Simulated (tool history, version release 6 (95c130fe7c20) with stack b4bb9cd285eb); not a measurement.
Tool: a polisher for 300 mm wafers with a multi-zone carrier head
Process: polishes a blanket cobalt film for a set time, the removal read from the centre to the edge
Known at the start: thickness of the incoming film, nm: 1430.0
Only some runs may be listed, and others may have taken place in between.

run	hour	flow of slurry (ml/min)	pressure of the head's centre zone	pressure of the head's middle zone	pressure of the head's edge zone	polishing time (s)	film removed at the wafer's centre (angstrom)	film removed at mid-radius (angstrom)	film removed at the wafer's edge (angstrom)
1	0	250	1	1	1	59	2539.7	2502.3	2467.9
2	6.9	260	1.03	1.02	1.04	62	2721.5	2687.5	2663.1
3	15.1	270	1.07	1.04	1.06	64	2944.9	2863.8	2796.5
4	18	280	1.1	1.05	1.09	65	3095.9	2843.5	2841.8
5	26.8	285	1.11	1.07	1.1	66	3156.5	2918.6	2915.4
6	33.2	290	1.12	1.09	1.11	67	3291.7	3053.4	2961.6
7	40.1	295	1.12	1.1	1.13	68	3352.1	3165	3073.7
8	48.3	300	1.12	1.1	1.14	68	3319	3222.9	3022
9	52.9	295	1.12	1.09	1.14	69	3356.4	3142.6	3149.5

Run 10 is up next; what results do you expect?
10	61.6	300	1.12	1.1	1.14	69	?	?	?

film removed at the wafer's centre (angstrom): 3365.6
film removed at mid-radius (angstrom): 3220.3
film removed at the wafer's edge (angstrom): 3081.2
